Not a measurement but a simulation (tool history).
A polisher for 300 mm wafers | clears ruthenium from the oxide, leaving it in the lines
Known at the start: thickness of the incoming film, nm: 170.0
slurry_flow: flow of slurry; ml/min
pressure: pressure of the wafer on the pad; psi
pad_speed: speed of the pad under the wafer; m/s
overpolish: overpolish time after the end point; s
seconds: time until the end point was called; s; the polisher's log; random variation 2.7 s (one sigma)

run,hour,slurry_flow,pressure,pad_speed,overpolish,seconds
1,0.0,135,2.1,1.26,13,114.63
2,3.4,135,1.9,1.24,13,128.40
3,10.1,135,2.4,1.24,13,104.29
4,19.0,135,2.1,1.22,13,116.52
5,25.2,150,2.1,1.22,13,118.09
6,31.7,150,1.9,1.20,13,127.94
7,36.9,145,1.3,1.14,13,196.50

Forecast run 8:
8,39.5,145,1.4,1.14,13,?

Run 8 gave seconds 188.12 s.

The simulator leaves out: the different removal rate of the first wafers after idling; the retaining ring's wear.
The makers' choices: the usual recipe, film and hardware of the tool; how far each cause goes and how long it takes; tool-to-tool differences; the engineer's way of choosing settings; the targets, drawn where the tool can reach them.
